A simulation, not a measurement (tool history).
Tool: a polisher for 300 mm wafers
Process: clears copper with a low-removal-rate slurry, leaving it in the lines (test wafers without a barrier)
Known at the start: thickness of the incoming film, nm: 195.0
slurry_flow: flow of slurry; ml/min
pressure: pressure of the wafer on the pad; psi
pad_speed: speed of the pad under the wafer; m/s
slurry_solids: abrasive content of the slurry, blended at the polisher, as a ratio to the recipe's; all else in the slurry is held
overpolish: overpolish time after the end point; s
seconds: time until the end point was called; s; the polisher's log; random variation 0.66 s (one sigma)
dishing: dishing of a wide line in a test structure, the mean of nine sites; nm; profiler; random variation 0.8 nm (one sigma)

run 1 hour=0.0 | slurry_flow=190 pressure=2.2 pad_speed=0.96 slurry_solids=1.0 overpolish=16 | seconds=96.488 dishing=22.454
run 2 hour=2.3 | slurry_flow=205 pressure=2.2 pad_speed=0.96 slurry_solids=1.0 overpolish=16 | seconds=95.819 dishing=22.653
run 3 hour=6.8 | slurry_flow=200 pressure=2.5 pad_speed=0.98 slurry_solids=1.0 overpolish=19 | seconds=81.147 dishing=30.782
run 4 hour=15.1 | slurry_flow=195 pressure=2.7 pad_speed=0.98 slurry_solids=1.0 overpolish=21 | seconds=77.651 dishing=35.436
run 5 hour=22.0 | slurry_flow=195 pressure=3.2 pad_speed=0.98 slurry_solids=1.0 overpolish=21 | seconds=63.168 dishing=41.237
-- hour=25.6 head pressure recalibrated
run 6 hour=25.6 | slurry_flow=195 pressure=3.3 pad_speed=0.98 slurry_solids=1.0 overpolish=23 | seconds=65.833 dishing=44.601
run 7 hour=29.6 | slurry_flow=200 pressure=3.4 pad_speed=1.00 slurry_solids=1.0 overpolish=24 | seconds=63.097 dishing=47.606
run 8 hour=31.0 | slurry_flow=200 pressure=3.4 pad_speed=1.04 slurry_solids=1.0 overpolish=25 | seconds=60.322 dishing=49.071
run 9 hour=35.9 | slurry_flow=200 pressure=3.4 pad_speed=1.06 slurry_solids=1.0 overpolish=26 | seconds=59.886 dishing=52.165

Run 10 comes next. What will it give?
run 10 hour=41.7 | slurry_flow=200 pressure=3.4 pad_speed=1.06 slurry_solids=1.0 overpolish=26 | seconds=? dishing=?

Run 10 gave seconds 59.495 s, dishing 52.143 nm.
